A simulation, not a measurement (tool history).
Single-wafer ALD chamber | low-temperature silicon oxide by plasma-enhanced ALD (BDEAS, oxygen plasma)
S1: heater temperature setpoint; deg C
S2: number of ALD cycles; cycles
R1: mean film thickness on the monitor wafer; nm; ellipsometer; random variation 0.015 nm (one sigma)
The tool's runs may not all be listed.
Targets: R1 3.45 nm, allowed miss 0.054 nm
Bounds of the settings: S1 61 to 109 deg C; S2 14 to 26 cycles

run	day	S1	S2	R1
1	0	85	20	3.1083
2	0.312	83	20	3.1086
3	0.546	83	18	2.795
4	0.604	81	18	2.827
5	0.796	88	18	2.7689
6	0.988	96	18	2.6875
7	1.258	93	18	2.7306
8	1.467	91	18	2.7341
9	1.829	88	18	2.7711
10	2.138	76	21	3.3599
11	2.288	75	21	3.3636
12	2.433	74	21	3.3599
13	2.729	73	21	3.3953

5 next moves are on the table. One of them brings every result within its allowed miss. Which?
A	3.025	74	22	?
B	3.025	75	20	?
C	3.025	69	20	?
D	3.025	87	23	?
E	3.025	81	22	?

move	R1
A	3.5465
B	3.2133
C	3.2782
D	3.546
E	3.4632
A: takes the result that was furthest off past its target
B: further off than the last run
C: further off than the last run
D: takes the result that was furthest off past its target
E: meets every target
The right move is E.
